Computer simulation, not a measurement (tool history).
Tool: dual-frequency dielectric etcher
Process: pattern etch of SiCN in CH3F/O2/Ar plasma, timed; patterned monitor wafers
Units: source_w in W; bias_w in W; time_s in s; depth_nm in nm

run,hour,source_w,bias_w,time_s,depth_nm
1,0.0,390,66,66.5,21.627
2,6.9,370,65,66.5,21.084
3,9.3,360,64,66.5,20.538
4,10.0,350,64,66.5,20.323
5,17.1,320,64,66.5,19.696
6,20.8,320,75,66.5,20.570

Forecast run 7:
7,25.6,240,62,63.5,?

depth_nm: 16.213 nm

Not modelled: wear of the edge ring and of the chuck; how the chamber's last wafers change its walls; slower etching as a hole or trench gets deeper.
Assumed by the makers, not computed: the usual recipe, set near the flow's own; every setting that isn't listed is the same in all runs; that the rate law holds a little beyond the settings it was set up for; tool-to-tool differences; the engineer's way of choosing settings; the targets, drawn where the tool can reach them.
